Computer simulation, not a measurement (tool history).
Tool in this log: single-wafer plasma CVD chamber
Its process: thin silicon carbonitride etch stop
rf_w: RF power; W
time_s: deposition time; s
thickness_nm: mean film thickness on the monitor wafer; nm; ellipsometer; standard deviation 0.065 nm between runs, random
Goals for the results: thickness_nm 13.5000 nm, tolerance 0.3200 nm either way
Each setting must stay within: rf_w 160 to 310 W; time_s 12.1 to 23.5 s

run    day  rf_w  time_s  thickness_nm
  1  0.000   235    17.8       11.5580
  2  0.138   235    15.3        9.9407
  3  0.488   250    16.5       10.9450
  4  0.775   275    16.5       11.4460
  5  0.950   265    16.5       11.3590
  6  1.079   265    15.6       10.6120
  7  1.125   275    16.4       11.4330
  8  1.217   285    16.9       11.8210
  9  1.438   290    17.4       12.3620
 10  1.771   295    17.7       12.6130
 11  1.954   300    18.0       12.8650

Which one of the following 4 next-run settings gets every result inside its allowed miss? There is exactly one.
  A  2.138   295    16.4             ?
  B  2.138   280    17.5             ?
  C  2.138   285    19.3             ?
  D  2.138   290    17.8             ?

move  thickness_nm
   A       11.7020
   B       12.2210
   C       13.5780
   D       12.6130
A: moves away from the targets compared with the last run
B: moves away from the targets compared with the last run
C: every result lands within tolerance
D: moves away from the targets compared with the last run
Go with C: it meets all targets.

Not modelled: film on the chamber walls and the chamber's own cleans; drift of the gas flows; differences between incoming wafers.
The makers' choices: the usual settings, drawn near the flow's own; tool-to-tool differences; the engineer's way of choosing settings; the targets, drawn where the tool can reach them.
